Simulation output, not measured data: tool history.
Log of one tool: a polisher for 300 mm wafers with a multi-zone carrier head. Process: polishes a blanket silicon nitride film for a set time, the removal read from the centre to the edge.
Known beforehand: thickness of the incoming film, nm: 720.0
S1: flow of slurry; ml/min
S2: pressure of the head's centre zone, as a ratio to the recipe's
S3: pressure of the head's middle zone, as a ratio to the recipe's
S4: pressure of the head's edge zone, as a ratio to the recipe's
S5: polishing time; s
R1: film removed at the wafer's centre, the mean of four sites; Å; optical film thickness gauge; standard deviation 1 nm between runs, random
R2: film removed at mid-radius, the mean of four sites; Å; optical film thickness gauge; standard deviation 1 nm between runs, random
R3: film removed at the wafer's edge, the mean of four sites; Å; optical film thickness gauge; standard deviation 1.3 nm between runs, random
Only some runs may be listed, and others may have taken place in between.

| run | hour | S1 | S2 | S3 | S4 | S5 | R1 | R2 | R3 |
|---|---|---|---|---|---|---|---|---|---|
| 1 | 0 | 120 | 1 | 1 | 1 | 55 | 892.54 | 882.4 | 867.83 |
| 2 | 1.6 | 145 | 1 | 1 | 1 | 55 | 933.28 | 933.83 | 876.56 |
| 3 | 5 | 145 | 0.95 | 1 | 1 | 55 | 902.86 | 926.9 | 905.92 |
| 4 | 9.5 | 150 | 0.94 | 1.04 | 1.03 | 56 | 903.07 | 972.14 | 931.62 |
| 5 | 11.6 | 155 | 0.94 | 1.07 | 1.05 | 58 | 945.03 | 1034 | 955.36 |
| 6 | 19.3 | 125 | 0.94 | 1.07 | 1.05 | 58 | 881.43 | 1007.3 | 939.18 |
| 7 | 26.6 | 135 | 0.93 | 1.08 | 1.07 | 59 | 925.24 | 1041.6 | 974.92 |
| 8 | 31.6 | 140 | 0.92 | 1.1 | 1.09 | 60 | 938.17 | 1102.7 | 1021.2 |
| 9 | 32.2 | 170 | 0.93 | 1.12 | 1.11 | 60 | 986.05 | 1157.7 | 1045 |

Run 10 is up next; what results do you expect?
| 10 | 35.5 | 170 | 0.93 | 1.12 | 1.11 | 60 | ? | ? | ? |

R1: 996.27 Å
R2: 1147.1 Å
R3: 1048.4 Å

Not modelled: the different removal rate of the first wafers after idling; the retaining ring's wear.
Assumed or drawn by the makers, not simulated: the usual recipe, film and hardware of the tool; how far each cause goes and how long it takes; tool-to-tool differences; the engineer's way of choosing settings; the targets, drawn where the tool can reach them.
